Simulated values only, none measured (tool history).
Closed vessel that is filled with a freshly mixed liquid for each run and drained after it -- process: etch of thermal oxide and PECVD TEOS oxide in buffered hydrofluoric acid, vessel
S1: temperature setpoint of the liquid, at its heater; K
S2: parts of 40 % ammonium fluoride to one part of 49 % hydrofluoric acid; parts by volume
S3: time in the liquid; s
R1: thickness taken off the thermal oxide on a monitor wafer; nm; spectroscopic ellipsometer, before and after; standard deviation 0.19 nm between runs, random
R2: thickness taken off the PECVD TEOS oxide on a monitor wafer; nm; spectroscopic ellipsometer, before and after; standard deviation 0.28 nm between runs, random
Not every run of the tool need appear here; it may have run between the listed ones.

run  hour      S1    S2  S3      R1      R2
  1   0.0  294.15  20.0  60  28.120  70.269
  2   6.3  294.15  20.0  40  18.647  46.555
  3   9.5  294.15  20.0  30  14.087  34.792
  4  11.5  296.15  20.0  30  15.823  38.559
  5  18.2  297.15  19.5  30  16.964  41.897
  6  24.4  298.15  19.5  30  17.707  43.922
  7  25.8  298.65  19.5  30  18.182  45.532

Forecast run 8:
  8  30.1  299.15  19.5  30   ?   ?

{"run 8": {"R1": 19.371, "R2": 46.775}}
